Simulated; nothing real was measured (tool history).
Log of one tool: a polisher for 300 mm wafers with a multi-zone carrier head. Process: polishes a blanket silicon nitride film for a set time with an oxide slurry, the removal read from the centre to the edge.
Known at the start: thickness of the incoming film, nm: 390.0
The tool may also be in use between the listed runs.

| run | day | flow of slurry (ml/min) | pressure of the head's centre zone | pressure of the head's middle zone | pressure of the head's edge zone | abrasive content of the slurry | polishing time (s) | film removed at the wafer's centre (Å) | film removed at mid-radius (Å) | film removed at the wafer's edge (Å) |
|---|---|---|---|---|---|---|---|---|---|---|
| 1 | 0.000 | 195 | 1.00 | 1.00 | 1.00 | 1.00 | 68 | 613.36 | 585.86 | 582.11 |
| 2 | 0.354 | 185 | 0.96 | 1.00 | 0.99 | 0.90 | 65 | 524.52 | 530.73 | 531.77 |
| 3 | 0.421 | 185 | 0.96 | 1.04 | 0.99 | 0.90 | 65 | 515.50 | 546.80 | 521.24 |
| 4 | 0.729 | 185 | 0.96 | 1.04 | 1.06 | 0.90 | 65 | 516.05 | 553.25 | 541.37 |
| 5 | 1.029 | 180 | 0.94 | 1.03 | 1.03 | 0.80 | 63 | 461.55 | 499.07 | 486.09 |
| 6 | 1.079 | 180 | 0.87 | 1.03 | 1.03 | 0.80 | 63 | 428.53 | 498.31 | 495.22 |

The next listed run, before its measurement:
| 7 | 1.279 | 170 | 0.86 | 1.02 | 1.01 | 0.75 | 62 | ? | ? | ? |

film removed at the wafer's centre (Å): 413.16
film removed at mid-radius (Å): 469.29
film removed at the wafer's edge (Å): 461.74

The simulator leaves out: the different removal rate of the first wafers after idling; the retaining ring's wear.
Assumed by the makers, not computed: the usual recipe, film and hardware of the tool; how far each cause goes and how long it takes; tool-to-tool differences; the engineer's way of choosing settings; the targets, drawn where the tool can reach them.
